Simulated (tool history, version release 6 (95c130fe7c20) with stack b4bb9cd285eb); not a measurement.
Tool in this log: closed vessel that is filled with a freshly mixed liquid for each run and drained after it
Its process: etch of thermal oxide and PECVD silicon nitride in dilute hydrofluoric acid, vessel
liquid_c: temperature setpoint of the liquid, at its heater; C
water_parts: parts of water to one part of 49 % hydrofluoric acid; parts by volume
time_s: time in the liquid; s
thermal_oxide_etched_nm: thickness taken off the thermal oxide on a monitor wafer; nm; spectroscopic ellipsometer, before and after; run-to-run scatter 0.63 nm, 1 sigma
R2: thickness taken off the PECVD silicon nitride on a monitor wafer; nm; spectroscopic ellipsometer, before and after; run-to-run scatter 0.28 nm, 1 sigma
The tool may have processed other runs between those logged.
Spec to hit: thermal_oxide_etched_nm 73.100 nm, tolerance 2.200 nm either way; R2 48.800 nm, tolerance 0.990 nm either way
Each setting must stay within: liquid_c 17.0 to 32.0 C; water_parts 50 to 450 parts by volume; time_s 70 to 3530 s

Run 1, day 0.000: liquid_c 24.0 C, water_parts 250 parts by volume, time_s 1800 s. Result: thermal_oxide_etched_nm 26.439 nm, R2 21.447 nm.
Run 2, day 0.071: liquid_c 24.5 C, water_parts 190 parts by volume, time_s 1765 s. Result: thermal_oxide_etched_nm 37.215 nm, R2 28.468 nm.
Run 3, day 0.362: liquid_c 24.5 C, water_parts 190 parts by volume, time_s 1425 s. Result: thermal_oxide_etched_nm 30.056 nm, R2 23.254 nm.
Run 4, day 0.475: liquid_c 24.5 C, water_parts 220 parts by volume, time_s 1425 s. Result: thermal_oxide_etched_nm 25.282 nm, R2 19.986 nm.
Run 5, day 0.688: liquid_c 24.5 C, water_parts 280 parts by volume, time_s 1425 s. Result: thermal_oxide_etched_nm 18.387 nm, R2 15.674 nm.
Run 6, day 1.079: liquid_c 25.0 C, water_parts 215 parts by volume, time_s 1450 s. Result: thermal_oxide_etched_nm 26.996 nm, R2 21.420 nm.
Run 7, day 1.275: liquid_c 25.5 C, water_parts 165 parts by volume, time_s 1445 s. Result: thermal_oxide_etched_nm 37.331 nm, R2 28.701 nm.
Run 8, day 1.654: liquid_c 26.0 C, water_parts 130 parts by volume, time_s 1415 s. Result: thermal_oxide_etched_nm 49.341 nm, R2 36.797 nm.
Run 9, day 1.888: liquid_c 26.0 C, water_parts 105 parts by volume, time_s 1335 s. Result: thermal_oxide_etched_nm 59.404 nm, R2 43.395 nm.
Run 10, day 2.300: liquid_c 25.5 C, water_parts 90 parts by volume, time_s 1290 s. Result: thermal_oxide_etched_nm 66.989 nm, R2 46.676 nm.

Which single option among these 5 for the next run brings every result within its allowed miss of target? Just one does.
Run A, day 2.712: liquid_c 25.5 C, water_parts 135 parts by volume, time_s 1870 s. Result: thermal_oxide_etched_nm ?, R2 ?.
Run B, day 2.712: liquid_c 25.5 C, water_parts 235 parts by volume, time_s 3530 s. Result: thermal_oxide_etched_nm ?, R2 ?.
Run C, day 2.712: liquid_c 27.0 C, water_parts 120 parts by volume, time_s 1700 s. Result: thermal_oxide_etched_nm ?, R2 ?.
Run D, day 2.712: liquid_c 27.0 C, water_parts 95 parts by volume, time_s 1280 s. Result: thermal_oxide_etched_nm ?, R2 ?.
Run E, day 2.712: liquid_c 26.5 C, water_parts 50 parts by volume, time_s 705 s. Result: thermal_oxide_etched_nm ?, R2 ?.

move  thermal_oxide_etched_nm      R2
   A                   61.962  44.770
   B                   60.143  48.767
   C                   68.358  50.394
   D                   67.114  47.859
   E                   73.116  48.061
A: further off than the last run
B: further off than the last run
C: better than the last run, though not everything is in spec
D: as far off as the last run
E: every result within its allowed miss
So the answer is move E, the one that meets all the targets.

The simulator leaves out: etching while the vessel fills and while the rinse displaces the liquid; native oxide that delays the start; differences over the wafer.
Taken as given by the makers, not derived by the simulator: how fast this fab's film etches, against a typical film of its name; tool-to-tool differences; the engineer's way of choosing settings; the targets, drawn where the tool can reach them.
